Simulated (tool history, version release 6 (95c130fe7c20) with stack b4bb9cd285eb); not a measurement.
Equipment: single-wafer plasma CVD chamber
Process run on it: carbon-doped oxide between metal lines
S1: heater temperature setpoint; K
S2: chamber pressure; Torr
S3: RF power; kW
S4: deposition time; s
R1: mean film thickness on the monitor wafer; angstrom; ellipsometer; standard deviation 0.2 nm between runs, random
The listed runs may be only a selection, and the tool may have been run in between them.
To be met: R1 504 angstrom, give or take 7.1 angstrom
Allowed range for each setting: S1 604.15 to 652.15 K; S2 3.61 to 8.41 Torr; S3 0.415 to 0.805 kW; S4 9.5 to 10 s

run,day,S1,S2,S3,S4,R1
1,0,628.15,6.01,0.61,10,583.24
2,0.196,628.15,6.01,0.61,9.5,558.17
3,0.521,628.15,5.09,0.61,9.5,549.87
4,0.733,628.15,5.67,0.61,9.5,556.11
5,0.783,631.15,5.4,0.6,9.5,543.95
6,1.033,633.15,5.17,0.595,9.5,537.62
7,1.1,635.15,4.97,0.59,9.5,528.25
8,1.258,637.15,4.85,0.59,9.5,528.51
9,1.304,638.15,4.69,0.585,9.5,517.72
10,1.533,639.15,4.62,0.585,9.5,522.01
11,1.667,640.15,4.5,0.58,9.5,518.15

Exactly one of the 5 candidate moves below puts every result within its allowed miss. Which one?
A,1.8,638.15,4.67,0.555,9.5,?
B,1.8,642.15,4.39,0.605,9.6,?
C,1.8,648.15,3.61,0.595,9.9,?
D,1.8,635.15,4.69,0.59,9.6,?
E,1.8,648.15,6.09,0.59,9.5,?

move,R1
A,505.36
B,527.9
C,524.59
D,531.88
E,520.9
A: every result lands within tolerance
B: moves away from the targets compared with the last run
C: moves away from the targets compared with the last run
D: moves away from the targets compared with the last run
E: moves away from the targets compared with the last run
Correct choice: A, which meets every target
